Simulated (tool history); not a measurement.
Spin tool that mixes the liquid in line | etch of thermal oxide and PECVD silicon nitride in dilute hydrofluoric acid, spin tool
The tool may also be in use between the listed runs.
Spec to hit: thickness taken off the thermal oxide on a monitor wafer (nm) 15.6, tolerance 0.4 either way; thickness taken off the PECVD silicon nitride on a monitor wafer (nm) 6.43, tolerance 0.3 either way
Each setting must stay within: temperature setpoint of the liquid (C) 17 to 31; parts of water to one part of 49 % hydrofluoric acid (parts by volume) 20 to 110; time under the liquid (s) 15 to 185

run,hour,temperature setpoint of the liquid (C),parts of water to one part of 49 % hydrofluoric acid (parts by volume),time under the liquid (s),thickness taken off the thermal oxide on a monitor wafer (nm),thickness taken off the PECVD silicon nitride on a monitor wafer (nm)
1,0,23,60,95,7.9687,2.9797
2,8.3,23,60,60,5.0124,1.8615
3,14.2,23,60,85,7.1686,2.6393
4,22.8,20,60,85,6.3143,2.1932
5,25.4,20,60,110,8.07,2.8069
6,28.5,21.5,60,110,8.5687,3.1134
7,36.6,22.5,55,110,9.9025,3.6052
8,39.4,22.5,55,110,9.8781,3.6598
9,48,23.5,55,110,10.296,3.7897
10,49,24.5,55,110,10.705,4.1638
11,52.1,25,55,110,10.92,4.2313
12,56.8,25.5,55,110,11.201,4.431
13,65.2,26,55,110,11.511,4.5792
14,68.3,26.5,55,110,11.762,4.7083
15,72.3,27,55,110,11.97,4.8961
16,78.8,27.5,55,110,12.087,5.0702

Which of these 5 next moves meets every target?
A,85.3,30.5,60,145,?,?
B,85.3,28.5,35,85,?,?
C,85.3,29,50,115,?,?
D,85.3,24.5,50,90,?,?
E,85.3,17,30,110,?,?

move,thickness taken off the thermal oxide on a monitor wafer (nm),thickness taken off the PECVD silicon nitride on a monitor wafer (nm)
A,16.384,7.3418
B,15.804,6.4315
C,14.928,6.3334
D,9.7467,3.6817
E,14.791,4.3863
A: the result that was furthest off in the last run now lies on the other side of its target
B: every result within its allowed miss
C: better than the last run, though not everything is in spec
D: moves away from the targets compared with the last run
E: better than the last run, though not everything is in spec
Correct choice: B, which meets every target
